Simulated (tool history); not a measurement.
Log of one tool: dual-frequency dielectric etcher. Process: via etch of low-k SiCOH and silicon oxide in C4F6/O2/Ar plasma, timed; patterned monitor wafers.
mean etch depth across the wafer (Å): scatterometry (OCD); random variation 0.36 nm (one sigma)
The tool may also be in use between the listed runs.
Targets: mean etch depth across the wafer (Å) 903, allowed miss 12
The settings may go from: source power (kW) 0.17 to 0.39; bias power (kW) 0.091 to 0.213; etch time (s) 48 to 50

| run | day | source power (kW) | bias power (kW) | etch time (s) | mean etch depth across the wafer (Å) |
|---|---|---|---|---|---|
| 1 | 0 | 0.28 | 0.152 | 48 | 1013.8 |
| 2 | 0.142 | 0.28 | 0.163 | 48 | 1039.6 |
| 3 | 0.421 | 0.25 | 0.162 | 48 | 964.25 |
| 4 | 0.667 | 0.25 | 0.177 | 48 | 1002.3 |
| 5 | 0.796 | 0.23 | 0.177 | 48 | 935.47 |
| 6 | 1.046 | 0.27 | 0.177 | 48 | 1053.2 |
| 7 | 1.392 | 0.25 | 0.177 | 48 | 997.14 |
| 8 | 1.621 | 0.24 | 0.177 | 48 | 968.88 |
| 9 | 1.838 | 0.23 | 0.177 | 48 | 945.14 |

Which of these 5 next moves meets every target?
| A | 2.054 | 0.25 | 0.153 | 49.5 | ? |
| B | 2.054 | 0.25 | 0.173 | 49.5 | ? |
| C | 2.054 | 0.22 | 0.171 | 48 | ? |
| D | 2.054 | 0.23 | 0.185 | 48 | ? |
| E | 2.054 | 0.23 | 0.179 | 49 | ? |

| move | mean etch depth across the wafer (Å) |
|---|---|
| A | 969.64 |
| B | 1015.4 |
| C | 896.64 |
| D | 954.05 |
| E | 961.73 |
A: further off than the last run
B: further off than the last run
C: meets every target
D: further off than the last run
E: further off than the last run
Answer: C
